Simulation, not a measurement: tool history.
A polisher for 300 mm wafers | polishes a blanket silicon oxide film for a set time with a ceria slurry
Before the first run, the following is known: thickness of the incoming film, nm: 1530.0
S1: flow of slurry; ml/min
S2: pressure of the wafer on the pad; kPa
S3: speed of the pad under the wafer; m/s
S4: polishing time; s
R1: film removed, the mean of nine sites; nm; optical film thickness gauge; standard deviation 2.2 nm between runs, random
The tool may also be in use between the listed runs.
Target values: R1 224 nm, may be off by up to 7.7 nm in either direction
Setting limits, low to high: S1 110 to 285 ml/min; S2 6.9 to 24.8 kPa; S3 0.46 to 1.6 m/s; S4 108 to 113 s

run,hour,S1,S2,S3,S4,R1
1,0,180,15.9,1.02,108,296.74
2,2.5,180,15.2,1.02,108,287.09
3,4.3,180,15.2,1.2,108,333.62
4,6.3,180,14.5,1.2,108,315.7
5,12.4,180,17.2,1.2,108,373.94
6,15.7,180,16.5,1.2,108,357.58
7,22.2,180,15.9,1.2,108,345.86
8,28.4,180,15.2,1.2,108,327.3
9,33.9,165,11,1.18,108,242.85

Consider the 5 candidate settings below. Which is the only one whose results all fall within their allowed miss of target?
A,39.4,130,12.4,1.18,111,?
B,39.4,175,11,1.2,111,?
C,39.4,240,9,1.2,113,?
D,39.4,160,11.7,1.22,113,?
E,39.4,160,11.7,1.18,110,?

move,R1
A,267.73
B,254.17
C,223.75
D,274.45
E,258.62
A: moves away from the targets compared with the last run
B: moves away from the targets compared with the last run
C: each result inside its tolerance
D: moves away from the targets compared with the last run
E: moves away from the targets compared with the last run
C meets every target.

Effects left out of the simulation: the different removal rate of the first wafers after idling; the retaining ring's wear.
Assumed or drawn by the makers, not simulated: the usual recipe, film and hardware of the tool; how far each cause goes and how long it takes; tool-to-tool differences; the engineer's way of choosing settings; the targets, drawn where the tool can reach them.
